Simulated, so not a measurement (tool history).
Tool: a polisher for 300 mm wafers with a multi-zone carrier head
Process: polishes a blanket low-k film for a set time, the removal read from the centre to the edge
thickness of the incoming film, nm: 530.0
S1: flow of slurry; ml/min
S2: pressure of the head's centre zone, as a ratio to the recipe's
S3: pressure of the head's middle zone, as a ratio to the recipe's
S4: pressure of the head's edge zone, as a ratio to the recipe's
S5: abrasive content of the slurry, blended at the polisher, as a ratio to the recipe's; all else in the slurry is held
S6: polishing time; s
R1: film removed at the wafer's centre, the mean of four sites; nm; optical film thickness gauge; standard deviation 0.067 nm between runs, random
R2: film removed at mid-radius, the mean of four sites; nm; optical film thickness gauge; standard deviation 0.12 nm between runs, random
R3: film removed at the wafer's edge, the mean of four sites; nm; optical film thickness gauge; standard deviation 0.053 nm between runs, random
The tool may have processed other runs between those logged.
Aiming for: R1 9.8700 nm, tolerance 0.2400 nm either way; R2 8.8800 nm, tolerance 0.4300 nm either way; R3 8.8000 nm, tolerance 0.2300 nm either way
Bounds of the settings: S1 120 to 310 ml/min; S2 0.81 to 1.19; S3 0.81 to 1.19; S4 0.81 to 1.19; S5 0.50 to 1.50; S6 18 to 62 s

Run 1, hour 0.0: S1 200 ml/min, S2 1.00, S3 1.00, S4 1.00, S5 1.00, S6 40 s. Result: R1 11.2600 nm, R2 11.1590 nm, R3 11.3610 nm.
Run 2, hour 8.1: S1 200 ml/min, S2 1.00, S3 1.00, S4 0.94, S5 1.00, S6 40 s. Result: R1 11.2230 nm, R2 11.2850 nm, R3 10.8560 nm.
Run 3, hour 15.8: S1 190 ml/min, S2 1.00, S3 0.96, S4 0.91, S5 0.95, S6 40 s. Result: R1 10.6660 nm, R2 10.5240 nm, R3 10.3270 nm.
Run 4, hour 24.4: S1 190 ml/min, S2 1.00, S3 0.96, S4 0.83, S5 0.95, S6 40 s. Result: R1 10.7760 nm, R2 10.6530 nm, R3 9.8471 nm.
Run 5, hour 32.5: S1 190 ml/min, S2 1.00, S3 0.96, S4 0.90, S5 0.95, S6 40 s. Result: R1 10.7510 nm, R2 10.4360 nm, R3 10.4130 nm.
Run 6, hour 33.2: S1 190 ml/min, S2 1.00, S3 0.96, S4 0.84, S5 0.95, S6 40 s. Result: R1 10.7870 nm, R2 10.5250 nm, R3 10.0480 nm.
Run 7, hour 38.3: S1 185 ml/min, S2 1.01, S3 0.95, S4 0.83, S5 0.90, S6 40 s. Result: R1 10.3610 nm, R2 10.1160 nm, R3 9.6380 nm.
Run 8, hour 46.0: S1 180 ml/min, S2 1.03, S3 0.94, S4 0.82, S5 0.85, S6 40 s. Result: R1 10.3360 nm, R2 9.4330 nm, R3 9.2402 nm.
Run 9, hour 49.5: S1 170 ml/min, S2 1.03, S3 0.94, S4 0.82, S5 0.85, S6 40 s. Result: R1 10.2280 nm, R2 9.5437 nm, R3 9.1816 nm.
Run 10, hour 54.4: S1 160 ml/min, S2 1.03, S3 0.93, S4 0.82, S5 0.85, S6 40 s. Result: R1 9.8606 nm, R2 9.4362 nm, R3 9.1398 nm.
Run 11, hour 59.3: S1 160 ml/min, S2 1.04, S3 0.92, S4 0.82, S5 0.85, S6 40 s. Result: R1 10.0330 nm, R2 9.0542 nm, R3 9.0959 nm.
At hour 67.5: slurry nozzle cleaned.
Run 12, hour 67.5: S1 155 ml/min, S2 1.04, S3 0.92, S4 0.82, S5 0.85, S6 40 s. Result: R1 10.3510 nm, R2 9.6130 nm, R3 9.3234 nm.

Which one of the following 4 next-run settings gets every result inside its allowed miss? There is exactly one.
Run A, hour 75.7: S1 120 ml/min, S2 0.98, S3 1.01, S4 0.81, S5 0.95, S6 39 s. Result: R1 ?, R2 ?, R3 ?.
Run B, hour 75.7: S1 175 ml/min, S2 1.03, S3 0.90, S4 0.82, S5 0.75, S6 40 s. Result: R1 ?, R2 ?, R3 ?.
Run C, hour 75.7: S1 170 ml/min, S2 1.13, S3 0.95, S4 0.81, S5 0.80, S6 37 s. Result: R1 ?, R2 ?, R3 ?.
Run D, hour 75.7: S1 175 ml/min, S2 1.13, S3 0.87, S4 0.89, S5 0.65, S6 43 s. Result: R1 ?, R2 ?, R3 ?.

move       R1       R2      R3
   A   9.5687  10.0510  9.2058
   B   9.8900   8.8709  8.7824
   C  10.4090   8.8949  8.3843
   D  10.5570   8.3836  8.8641
A: lands further from the targets than the last run did
B: hits every target within its allowed miss
C: the result that was furthest off in the last run now lies on the other side of its target
D: corrects the largest miss of the last run, while another result sits out of spec
B meets every target.
